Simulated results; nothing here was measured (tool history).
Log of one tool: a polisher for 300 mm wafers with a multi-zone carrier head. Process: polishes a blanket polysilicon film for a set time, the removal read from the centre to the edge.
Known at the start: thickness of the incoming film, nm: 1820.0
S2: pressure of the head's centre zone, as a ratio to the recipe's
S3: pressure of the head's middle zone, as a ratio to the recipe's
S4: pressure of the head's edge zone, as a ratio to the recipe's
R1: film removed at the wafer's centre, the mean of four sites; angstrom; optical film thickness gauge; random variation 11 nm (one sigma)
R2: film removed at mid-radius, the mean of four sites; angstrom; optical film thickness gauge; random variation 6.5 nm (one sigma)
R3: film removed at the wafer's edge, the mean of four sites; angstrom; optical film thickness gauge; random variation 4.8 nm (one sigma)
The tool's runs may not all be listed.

run 1 hour=0 | flow_of_slurry_(ml/min)=240 S2=1 S3=1 S4=1 polishing_time_(s)=42 | R1=5878.5 R2=5505.8 R3=5598.3
run 2 hour=7.5 | flow_of_slurry_(ml/min)=245 S2=1 S3=1.03 S4=1.02 polishing_time_(s)=43 | R1=5927.9 R2=5959.8 R3=5724.2
run 3 hour=15.2 | flow_of_slurry_(ml/min)=245 S2=0.97 S3=1.03 S4=1.02 polishing_time_(s)=43 | R1=5892.2 R2=5801.5 R3=5750
run 4 hour=24.2 | flow_of_slurry_(ml/min)=250 S2=0.98 S3=1.04 S4=1.04 polishing_time_(s)=44 | R1=6143.4 R2=5934.3 R3=5974.7
run 5 hour=27.3 | flow_of_slurry_(ml/min)=250 S2=0.98 S3=0.97 S4=1.04 polishing_time_(s)=44 | R1=5987.5 R2=5662.1 R3=5843.6
run 6 hour=35.8 | flow_of_slurry_(ml/min)=250 S2=0.92 S3=0.97 S4=1.04 polishing_time_(s)=44 | R1=5731.3 R2=5624.2 R3=5934
run 7 hour=40.7 | flow_of_slurry_(ml/min)=255 S2=0.93 S3=0.99 S4=1.05 polishing_time_(s)=45 | R1=5989.9 R2=5928.2 R3=6075.8
run 8 hour=44.2 | flow_of_slurry_(ml/min)=255 S2=0.94 S3=1.01 S4=1.06 polishing_time_(s)=46 | R1=6152.5 R2=6180.9 R3=6261.8
run 9 hour=49.1 | flow_of_slurry_(ml/min)=255 S2=0.95 S3=1.02 S4=1.07 polishing_time_(s)=47 | R1=6381.9 R2=6402 R3=6401.6
run 10 hour=57.8 | flow_of_slurry_(ml/min)=255 S2=0.95 S3=1.03 S4=1.08 polishing_time_(s)=48 | R1=6517.2 R2=6554.8 R3=6605.3

Run 11 comes next. What will it give?
run 11 hour=66 | flow_of_slurry_(ml/min)=255 S2=0.95 S3=1.03 S4=1.08 polishing_time_(s)=48 | R1=? R2=? R3=?

Run 11 gave R1 6448.5 angstrom, R2 6544.9 angstrom, R3 6547.4 angstrom.
